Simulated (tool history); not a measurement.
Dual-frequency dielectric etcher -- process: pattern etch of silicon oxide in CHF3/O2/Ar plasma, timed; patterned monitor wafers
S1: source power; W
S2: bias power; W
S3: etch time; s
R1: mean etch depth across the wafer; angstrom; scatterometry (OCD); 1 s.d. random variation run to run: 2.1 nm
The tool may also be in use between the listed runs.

run  hour   S1   S2     S3      R1
  1   0.0  690  232  339.5  7785.8
  2   7.8  660  223  338.5  7551.8
  3  11.7  630  215  338.0  7168.8
  4  12.5  630  215  312.5  6629.9
  5  15.8  630  215  339.5  7189.1
  6  22.7  630  215  339.5  7241.3
  7  31.2  630  215  339.5  7218.7
  8  37.6  600  213  339.5  7045.8
  9  42.0  580  211  339.5  6845.1
 10  45.8  560  211  339.5  6742.0

Estimate the outcome of run 11 from the log above:
 11  52.8  540  211  339.5   ?

R1: 6548.7 angstrom
